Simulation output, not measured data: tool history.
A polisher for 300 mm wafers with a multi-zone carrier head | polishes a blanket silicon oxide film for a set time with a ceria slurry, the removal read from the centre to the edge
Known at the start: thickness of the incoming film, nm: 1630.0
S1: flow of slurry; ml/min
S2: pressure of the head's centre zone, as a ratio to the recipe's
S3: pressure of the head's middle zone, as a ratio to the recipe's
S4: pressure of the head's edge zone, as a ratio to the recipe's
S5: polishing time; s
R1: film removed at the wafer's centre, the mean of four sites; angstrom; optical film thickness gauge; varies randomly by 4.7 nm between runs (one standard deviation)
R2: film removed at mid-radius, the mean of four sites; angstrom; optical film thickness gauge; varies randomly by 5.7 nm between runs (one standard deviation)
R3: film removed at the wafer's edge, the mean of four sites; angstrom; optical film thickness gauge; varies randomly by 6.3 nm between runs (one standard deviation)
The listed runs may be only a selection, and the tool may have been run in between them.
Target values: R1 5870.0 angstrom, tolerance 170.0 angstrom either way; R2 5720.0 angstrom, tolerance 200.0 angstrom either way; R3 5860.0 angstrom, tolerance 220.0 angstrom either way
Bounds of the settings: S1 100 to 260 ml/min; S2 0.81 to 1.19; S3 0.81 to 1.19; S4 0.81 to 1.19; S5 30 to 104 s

run,day,S1,S2,S3,S4,S5,R1,R2,R3
1,0.000,165,1.00,1.00,1.00,67,4614.3,4652.9,4800.2
2,0.079,175,1.01,1.01,1.02,68,4743.8,4830.4,4779.7
3,0.296,175,1.01,0.94,1.02,68,4710.3,4576.0,4839.6
4,0.450,175,1.01,0.94,1.02,80,5643.2,5417.8,5765.0
5,0.812,175,0.95,0.94,1.02,80,5302.2,5360.1,5712.3
6,0.875,175,0.90,0.94,1.02,80,4957.0,5469.3,5751.6
# day 0.917: slurry nozzle cleaned
7,0.917,185,0.91,0.94,1.02,80,5365.5,5735.9,5961.9
8,1.262,185,0.92,0.94,1.01,80,5531.4,5815.5,5956.7
9,1.333,185,0.93,0.94,1.01,80,5583.8,5846.1,6067.3
10,1.696,185,0.94,0.94,1.01,80,5608.9,5889.9,5975.6
11,1.842,185,0.95,0.94,1.01,80,5580.9,5931.4,6013.9
12,2.071,195,1.02,0.89,0.95,79,6017.6,5700.0,5970.0

Pick the move, out of 5, that brings all results within their allowed miss; only one does.
A,2.300,160,1.05,0.86,1.07,82,?,?,?
B,2.300,195,0.95,1.01,1.01,76,?,?,?
C,2.300,195,0.99,0.92,0.96,78,?,?,?
D,2.300,195,0.91,0.89,0.95,85,?,?,?
E,2.300,180,1.09,0.92,0.96,79,?,?,?

move,R1,R2,R3
A,6214.0,5503.4,6275.1
B,5410.4,5854.3,5828.9
C,5784.5,5651.2,5884.2
D,5791.5,6031.7,6391.7
E,6362.3,5648.9,5904.4
A: further off than the last run
B: the result that was furthest off in the last run now lies on the other side of its target
C: every result lands within tolerance
D: gets the furthest-off result to its target, but another result is out of tolerance
E: further off than the last run
The right move is C.
